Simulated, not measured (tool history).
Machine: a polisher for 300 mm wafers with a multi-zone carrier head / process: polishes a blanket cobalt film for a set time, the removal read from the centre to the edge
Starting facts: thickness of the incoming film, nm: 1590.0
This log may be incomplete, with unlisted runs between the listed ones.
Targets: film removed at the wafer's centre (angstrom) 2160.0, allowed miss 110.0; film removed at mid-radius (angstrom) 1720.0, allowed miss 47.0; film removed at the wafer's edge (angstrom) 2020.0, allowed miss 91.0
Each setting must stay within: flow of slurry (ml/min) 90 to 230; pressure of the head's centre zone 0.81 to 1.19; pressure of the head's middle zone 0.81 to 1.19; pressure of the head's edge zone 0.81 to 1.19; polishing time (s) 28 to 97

run  hour  flow of slurry (ml/min)  pressure of the head's centre zone  pressure of the head's middle zone  pressure of the head's edge zone  polishing time (s)  film removed at the wafer's centre (angstrom)  film removed at mid-radius (angstrom)  film removed at the wafer's edge (angstrom)
  1   0.0                      150                                1.00                                1.00                              1.00                  62                                         3073.7                                 2951.7                                       3006.1
  2   7.5                      140                                1.01                                0.94                              0.98                  55                                         2740.8                                 2438.9                                       2671.0
  3  13.3                      140                                1.05                                0.94                              0.98                  55                                         2788.9                                 2435.6                                       2623.0
  4  14.7                      140                                1.05                                0.94                              0.98                  70                                         3646.0                                 3058.8                                       3433.9
  5  19.8                      140                                1.05                                0.94                              0.93                  70                                         3665.7                                 3097.6                                       3289.9
  6  26.1                      140                                1.05                                0.94                              0.93                  85                                         4418.6                                 3768.2                                       3961.0
  7  29.4                      130                                1.04                                0.90                              0.91                  70                                         3499.9                                 2948.9                                       3269.8
  8  30.5                      130                                1.04                                0.90                              0.91                  70                                         3554.6                                 2968.3                                       3260.7
  9  34.9                      125                                1.05                                0.88                              0.91                  59                                         2921.7                                 2423.5                                       2771.0

Exercise: of the 5 proposed moves below, exactly one satisfies all targets within the stated allowed misses. Which move is it?
  A  39.3                      195                                1.19                                0.97                              0.81                  38                                              ?                                      ?                                            ?
  B  39.3                      105                                1.12                                0.83                              0.87                  45                                              ?                                      ?                                            ?
  C  39.3                      115                                0.92                                0.85                              0.93                  82                                              ?                                      ?                                            ?
  D  39.3                      105                                1.02                                0.82                              0.85                  45                                              ?                                      ?                                            ?
  E  39.3                      135                                1.03                                0.89                              0.90                  43                                              ?                                      ?                                            ?

move  film removed at the wafer's centre (angstrom)  film removed at mid-radius (angstrom)  film removed at the wafer's edge (angstrom)
   A                                         2295.7                                 1779.9                                       1760.5
   B                                         2314.4                                 1697.9                                       2025.4
   C                                         3515.9                                 3202.9                                       3842.0
   D                                         2106.2                                 1682.1                                       2004.6
   E                                         2123.6                                 1785.7                                       2017.2
A: gains on the last run, yet a result remains outside its allowed miss
B: gets the furthest-off result to its target, but another result is out of tolerance
C: its largest miss is bigger than the last run's
D: hits every target within its allowed miss
E: gains on the last run, yet a result remains outside its allowed miss
D meets every target.

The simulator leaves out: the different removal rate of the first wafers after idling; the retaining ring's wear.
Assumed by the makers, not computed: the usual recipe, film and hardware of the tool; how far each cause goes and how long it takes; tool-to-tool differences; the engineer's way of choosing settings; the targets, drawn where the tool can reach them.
